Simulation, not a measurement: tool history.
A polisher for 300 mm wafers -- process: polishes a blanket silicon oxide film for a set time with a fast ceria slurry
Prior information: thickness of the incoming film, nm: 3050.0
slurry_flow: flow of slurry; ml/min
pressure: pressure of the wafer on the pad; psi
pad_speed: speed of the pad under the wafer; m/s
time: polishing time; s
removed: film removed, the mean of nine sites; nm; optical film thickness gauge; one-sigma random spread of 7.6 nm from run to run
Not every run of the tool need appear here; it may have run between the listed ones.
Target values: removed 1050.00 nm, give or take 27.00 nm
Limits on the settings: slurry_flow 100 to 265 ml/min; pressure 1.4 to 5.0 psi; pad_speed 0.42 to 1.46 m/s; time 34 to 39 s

run,hour,slurry_flow,pressure,pad_speed,time,removed
1,0.0,170,3.2,0.94,39,787.05
2,4.5,170,3.2,0.76,39,669.48
3,12.3,180,3.6,0.76,39,734.36
4,17.9,180,4.0,0.76,39,783.65
5,18.5,180,4.0,0.56,39,635.21
6,24.9,145,4.0,0.56,39,607.97
7,32.1,170,4.3,0.62,39,705.40
8,34.9,190,4.5,0.68,39,795.32
9,40.5,200,4.7,0.72,39,868.65
10,48.8,205,4.8,0.76,39,938.14
11,49.7,210,4.9,0.78,39,959.52

Which one of the following 5 next-run settings gets every result inside its allowed miss? There is exactly one.
A,50.6,105,5.0,0.78,39,?
B,50.6,195,4.8,0.78,38,?
C,50.6,165,5.0,0.98,36,?
D,50.6,195,4.9,0.80,37,?
E,50.6,205,4.6,0.82,34,?

move,removed
A,857.66
B,910.17
C,1045.90
D,919.24
E,825.21
A: moves away from the targets compared with the last run
B: moves away from the targets compared with the last run
C: in spec on every target
D: moves away from the targets compared with the last run
E: moves away from the targets compared with the last run
C meets every target.

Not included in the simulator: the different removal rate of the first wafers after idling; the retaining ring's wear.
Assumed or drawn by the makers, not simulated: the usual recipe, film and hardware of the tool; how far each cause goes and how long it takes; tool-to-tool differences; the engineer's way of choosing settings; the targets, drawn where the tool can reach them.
